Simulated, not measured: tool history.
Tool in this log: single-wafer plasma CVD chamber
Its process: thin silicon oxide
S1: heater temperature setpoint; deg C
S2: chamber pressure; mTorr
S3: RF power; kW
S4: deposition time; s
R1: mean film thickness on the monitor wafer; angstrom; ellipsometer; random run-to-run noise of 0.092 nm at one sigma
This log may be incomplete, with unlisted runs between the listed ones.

run  hour   S1   S2     S3    S4      R1
  1   0.0  425  663  0.355  8.67  150.71
  2   7.9  425  696  0.355  8.67  157.44
  3  14.3  435  696  0.355  8.67  154.62
  4  17.5  440  696  0.355  8.67  156.70
  5  21.5  440  740  0.355  8.67  165.13
  6  28.9  440  758  0.355  8.67  167.84

Forecast run 7:
  7  31.8  440  775  0.355  8.67   ?

{"run 7": {"R1": 170.65}}

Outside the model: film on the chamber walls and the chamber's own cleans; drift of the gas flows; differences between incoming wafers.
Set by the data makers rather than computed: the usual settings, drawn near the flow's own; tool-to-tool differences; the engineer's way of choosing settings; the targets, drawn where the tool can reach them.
